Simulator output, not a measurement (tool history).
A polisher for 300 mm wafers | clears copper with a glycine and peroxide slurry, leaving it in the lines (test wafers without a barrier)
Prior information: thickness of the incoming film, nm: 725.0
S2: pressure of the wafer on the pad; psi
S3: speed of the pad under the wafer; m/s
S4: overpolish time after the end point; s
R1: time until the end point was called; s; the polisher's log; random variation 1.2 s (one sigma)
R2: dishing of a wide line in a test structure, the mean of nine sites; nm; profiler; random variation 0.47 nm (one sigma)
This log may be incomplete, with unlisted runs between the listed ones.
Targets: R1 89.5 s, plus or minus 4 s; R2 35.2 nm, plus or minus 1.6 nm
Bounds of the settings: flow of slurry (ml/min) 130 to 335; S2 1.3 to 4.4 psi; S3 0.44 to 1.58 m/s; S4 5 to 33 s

run 1 hour=0 | flow_of_slurry_(ml/min)=215 S2=2.8 S3=1 S4=17 | R1=113.59 R2=46.72
run 2 hour=4.9 | flow_of_slurry_(ml/min)=215 S2=3.4 S3=1 S4=17 | R1=96.414 R2=48.898
run 3 hour=10.1 | flow_of_slurry_(ml/min)=215 S2=2.8 S3=1 S4=17 | R1=113.24 R2=45.293
run 4 hour=13.1 | flow_of_slurry_(ml/min)=210 S2=2.8 S3=1.02 S4=15 | R1=112.2 R2=45.417
run 5 hour=19.5 | flow_of_slurry_(ml/min)=210 S2=3.1 S3=1.02 S4=15 | R1=103.8 R2=45.856
run 6 hour=20.5 | flow_of_slurry_(ml/min)=210 S2=3.1 S3=1.02 S4=20 | R1=103.82 R2=50.463
run 7 hour=25 | flow_of_slurry_(ml/min)=150 S2=2.6 S3=1.3 S4=12 | R1=101.06 R2=40.092
run 8 hour=33.5 | flow_of_slurry_(ml/min)=160 S2=3 S3=1.34 S4=5 | R1=84.697 R2=25.689
run 9 hour=40.3 | flow_of_slurry_(ml/min)=160 S2=3 S3=1.34 S4=6 | R1=85.952 R2=29.681

5 candidate next runs follow, results not yet known. Just one meets every target within its allowed miss. Identify it.
run A hour=47.1 | flow_of_slurry_(ml/min)=165 S2=3.2 S3=1.28 S4=9 | R1=? R2=?
run B hour=47.1 | flow_of_slurry_(ml/min)=130 S2=3.3 S3=1.2 S4=5 | R1=? R2=?
run C hour=47.1 | flow_of_slurry_(ml/min)=130 S2=3.2 S3=1.38 S4=5 | R1=? R2=?
run D hour=47.1 | flow_of_slurry_(ml/min)=160 S2=3.2 S3=1.28 S4=9 | R1=? R2=?
run E hour=47.1 | flow_of_slurry_(ml/min)=180 S2=2.9 S3=1.32 S4=8 | R1=? R2=?

move=A R1=84.529 R2=37.975
move=B R1=89 R2=24.922
move=C R1=80.897 R2=26.631
move=D R1=84.771 R2=37.914
move=E R1=88.934 R2=34.292
A: the result that was furthest off in the last run now lies on the other side of its target
B: its largest miss is bigger than the last run's
C: its largest miss is bigger than the last run's
D: the result that was furthest off in the last run now lies on the other side of its target
E: hits every target within its allowed miss
Correct choice: E, which meets every target
